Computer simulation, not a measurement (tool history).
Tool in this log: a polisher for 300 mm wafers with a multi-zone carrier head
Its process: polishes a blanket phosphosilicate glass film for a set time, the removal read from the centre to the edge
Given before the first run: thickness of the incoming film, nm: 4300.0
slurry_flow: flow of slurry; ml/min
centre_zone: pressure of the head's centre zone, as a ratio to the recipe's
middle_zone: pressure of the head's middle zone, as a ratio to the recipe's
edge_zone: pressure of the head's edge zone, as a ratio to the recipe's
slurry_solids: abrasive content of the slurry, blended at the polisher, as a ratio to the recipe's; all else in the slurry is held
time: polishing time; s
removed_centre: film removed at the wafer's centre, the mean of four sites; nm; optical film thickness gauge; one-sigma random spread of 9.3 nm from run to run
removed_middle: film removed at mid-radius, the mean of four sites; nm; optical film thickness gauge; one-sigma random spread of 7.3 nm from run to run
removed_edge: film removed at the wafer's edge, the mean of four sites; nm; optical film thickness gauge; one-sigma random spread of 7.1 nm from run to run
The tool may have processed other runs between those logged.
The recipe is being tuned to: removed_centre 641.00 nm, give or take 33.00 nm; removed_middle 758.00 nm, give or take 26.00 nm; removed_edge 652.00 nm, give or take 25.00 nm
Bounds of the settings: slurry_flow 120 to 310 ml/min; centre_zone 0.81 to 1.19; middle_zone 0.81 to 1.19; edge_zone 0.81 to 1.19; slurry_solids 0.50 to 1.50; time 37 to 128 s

Run 1, hour 0.0: slurry_flow 200 ml/min, centre_zone 1.00, middle_zone 1.00, edge_zone 1.00, slurry_solids 1.00, time 82 s. Result: removed_centre 985.27 nm, removed_middle 946.08 nm, removed_edge 987.93 nm.
Run 2, hour 0.6: slurry_flow 165 ml/min, centre_zone 1.00, middle_zone 1.00, edge_zone 1.00, slurry_solids 1.00, time 82 s. Result: removed_centre 935.33 nm, removed_middle 910.56 nm, removed_edge 949.64 nm.
Run 3, hour 6.9: slurry_flow 155 ml/min, centre_zone 0.98, middle_zone 1.04, edge_zone 0.95, slurry_solids 0.85, time 81 s. Result: removed_centre 789.26 nm, removed_middle 832.59 nm, removed_edge 837.16 nm.
Run 4, hour 10.9: slurry_flow 155 ml/min, centre_zone 0.98, middle_zone 1.04, edge_zone 1.02, slurry_solids 0.85, time 81 s. Result: removed_centre 798.51 nm, removed_middle 822.84 nm, removed_edge 842.87 nm.
Run 5, hour 13.7: slurry_flow 155 ml/min, centre_zone 0.98, middle_zone 1.04, edge_zone 1.02, slurry_solids 1.00, time 81 s. Result: removed_centre 907.80 nm, removed_middle 936.02 nm, removed_edge 945.86 nm.
Run 6, hour 15.7: slurry_flow 155 ml/min, centre_zone 0.98, middle_zone 1.04, edge_zone 0.98, slurry_solids 1.00, time 81 s. Result: removed_centre 907.76 nm, removed_middle 926.94 nm, removed_edge 906.37 nm.
Run 7, hour 20.2: slurry_flow 145 ml/min, centre_zone 0.97, middle_zone 1.07, edge_zone 0.94, slurry_solids 0.90, time 80 s. Result: removed_centre 813.00 nm, removed_middle 835.88 nm, removed_edge 835.93 nm.
Run 8, hour 27.6: slurry_flow 140 ml/min, centre_zone 0.94, middle_zone 1.11, edge_zone 0.90, slurry_solids 0.90, time 78 s. Result: removed_centre 751.50 nm, removed_middle 855.43 nm, removed_edge 776.01 nm.
Run 9, hour 35.6: slurry_flow 140 ml/min, centre_zone 0.94, middle_zone 1.13, edge_zone 0.88, slurry_solids 0.85, time 77 s. Result: removed_centre 700.25 nm, removed_middle 815.53 nm, removed_edge 740.03 nm.

5 candidate next runs follow, results not yet known. Just one meets every target within its allowed miss. Identify it.
Run A, hour 43.6: slurry_flow 150 ml/min, centre_zone 0.96, middle_zone 1.01, edge_zone 0.92, slurry_solids 0.60, time 103 s. Result: removed_centre ?, removed_middle ?, removed_edge ?.
Run B, hour 43.6: slurry_flow 145 ml/min, centre_zone 1.07, middle_zone 1.15, edge_zone 0.83, slurry_solids 0.90, time 67 s. Result: removed_centre ?, removed_middle ?, removed_edge ?.
Run C, hour 43.6: slurry_flow 130 ml/min, centre_zone 0.91, middle_zone 1.01, edge_zone 1.05, slurry_solids 0.60, time 113 s. Result: removed_centre ?, removed_middle ?, removed_edge ?.
Run D, hour 43.6: slurry_flow 130 ml/min, centre_zone 0.93, middle_zone 0.89, edge_zone 0.99, slurry_solids 0.70, time 99 s. Result: removed_centre ?, removed_middle ?, removed_edge ?.
Run E, hour 43.6: slurry_flow 125 ml/min, centre_zone 0.93, middle_zone 1.16, edge_zone 0.82, slurry_solids 1.05, time 63 s. Result: removed_centre ?, removed_middle ?, removed_edge ?.

move  removed_centre  removed_middle  removed_edge
   A          717.79          738.18        724.91
   B          738.40          760.21        638.31
   C          716.96          781.85        826.32
   D          750.47          720.81        824.28
   E          636.28          764.57        640.44
A: better than the last run, though not everything is in spec
B: corrects the largest miss of the last run, while another result sits out of spec
C: further off than the last run
D: further off than the last run
E: each result inside its tolerance
E meets every target.
